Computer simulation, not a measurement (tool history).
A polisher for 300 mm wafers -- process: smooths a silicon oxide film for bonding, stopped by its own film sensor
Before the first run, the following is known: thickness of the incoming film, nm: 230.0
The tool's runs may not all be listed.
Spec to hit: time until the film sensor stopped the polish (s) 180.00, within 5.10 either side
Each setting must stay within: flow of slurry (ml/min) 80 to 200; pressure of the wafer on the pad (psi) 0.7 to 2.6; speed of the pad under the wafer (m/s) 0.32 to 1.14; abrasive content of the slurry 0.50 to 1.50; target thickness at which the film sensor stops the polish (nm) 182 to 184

run,hour,flow of slurry (ml/min),pressure of the wafer on the pad (psi),speed of the pad under the wafer (m/s),abrasive content of the slurry,target thickness at which the film sensor stops the polish (nm),time until the film sensor stopped the polish (s)
1,0.0,130,1.6,0.72,1.00,184,152.17
2,6.0,130,1.6,0.72,1.00,182,156.25
3,11.5,120,1.6,0.72,1.00,182,159.50
4,17.2,115,1.5,0.72,1.00,182,174.07
# hour 23.4: slurry blender recalibrated
5,23.4,115,1.2,0.72,1.00,182,170.49
6,24.9,115,1.2,0.72,0.80,182,189.62
7,27.4,120,1.2,0.72,0.80,182,186.66
8,32.8,125,1.2,0.72,0.80,182,184.27
9,40.4,125,1.2,0.72,0.80,182,186.42

Exactly one of the 4 candidate moves below puts every result within its allowed miss. Which one?
A,48.0,135,1.0,0.70,0.95,183,?
B,48.0,130,1.6,0.48,0.95,182,?
C,48.0,100,1.3,0.66,0.75,184,?
D,48.0,100,1.1,0.80,0.80,182,?

move,time until the film sensor stopped the polish (s)
A,198.60
B,178.82
C,195.14
D,195.95
A: lands further from the targets than the last run did
B: every result lands within tolerance
C: lands further from the targets than the last run did
D: lands further from the targets than the last run did
Answer: B
